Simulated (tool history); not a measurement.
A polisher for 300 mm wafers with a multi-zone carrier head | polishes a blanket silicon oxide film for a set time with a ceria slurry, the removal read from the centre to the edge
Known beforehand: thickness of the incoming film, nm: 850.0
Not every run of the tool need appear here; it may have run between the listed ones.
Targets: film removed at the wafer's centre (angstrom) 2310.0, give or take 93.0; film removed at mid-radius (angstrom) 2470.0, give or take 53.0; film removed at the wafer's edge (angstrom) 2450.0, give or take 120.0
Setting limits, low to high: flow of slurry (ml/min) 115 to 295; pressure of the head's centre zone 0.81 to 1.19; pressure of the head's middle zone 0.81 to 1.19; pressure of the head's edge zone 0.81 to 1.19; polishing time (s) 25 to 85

run	hour	flow of slurry (ml/min)	pressure of the head's centre zone	pressure of the head's middle zone	pressure of the head's edge zone	polishing time (s)	film removed at the wafer's centre (angstrom)	film removed at mid-radius (angstrom)	film removed at the wafer's edge (angstrom)
1	0.0	190	1.00	1.00	1.00	55	2919.4	2841.3	2953.0
2	7.7	210	1.00	1.00	1.00	55	2871.5	2872.6	2956.0
3	15.6	210	0.98	0.99	0.97	54	2822.8	2795.8	2792.4
4	23.0	250	0.98	0.99	0.97	54	2942.4	2843.4	2867.6
5	24.5	250	0.98	0.99	1.06	54	2868.5	2841.8	3038.0
6	30.3	240	0.94	0.97	1.02	53	2690.7	2716.0	2847.3
7	38.4	230	0.92	0.96	1.00	53	2608.8	2672.6	2812.8
8	39.6	220	0.90	0.95	0.97	53	2584.0	2650.0	2792.3
9	40.8	220	0.90	0.95	0.97	53	2550.6	2643.1	2791.9
10	46.3	215	0.89	0.95	0.94	52	2450.2	2570.2	2683.2
11	53.6	215	0.89	0.95	0.94	52	2441.3	2601.4	2664.9
12	57.9	210	0.89	0.94	0.92	52	2475.7	2568.4	2660.8
13	63.5	205	0.88	0.94	0.90	52	2381.4	2540.9	2666.7
14	68.9	205	0.88	0.94	0.90	52	2384.9	2555.8	2629.7

Pick the move, out of 5, that brings all results within their allowed miss; only one does.
A	74.3	185	0.99	1.10	0.98	46	?	?	?
B	74.3	240	0.85	0.87	0.96	50	?	?	?
C	74.3	250	0.85	0.91	0.81	50	?	?	?
D	74.3	220	0.96	0.86	0.81	51	?	?	?
E	74.3	190	0.81	0.85	1.02	53	?	?	?

move	film removed at the wafer's centre (angstrom)	film removed at mid-radius (angstrom)	film removed at the wafer's edge (angstrom)
A	2386.6	2537.3	2395.0
B	2292.7	2331.5	2641.1
C	2303.9	2430.4	2451.1
D	2617.1	2333.4	2477.2
E	2249.8	2363.9	2829.1
A: nearer than the last run, and not there yet
B: takes the result that was furthest off past its target
C: hits every target within its allowed miss
D: takes the result that was furthest off past its target
E: takes the result that was furthest off past its target
So the answer is move C, the one that meets all the targets.

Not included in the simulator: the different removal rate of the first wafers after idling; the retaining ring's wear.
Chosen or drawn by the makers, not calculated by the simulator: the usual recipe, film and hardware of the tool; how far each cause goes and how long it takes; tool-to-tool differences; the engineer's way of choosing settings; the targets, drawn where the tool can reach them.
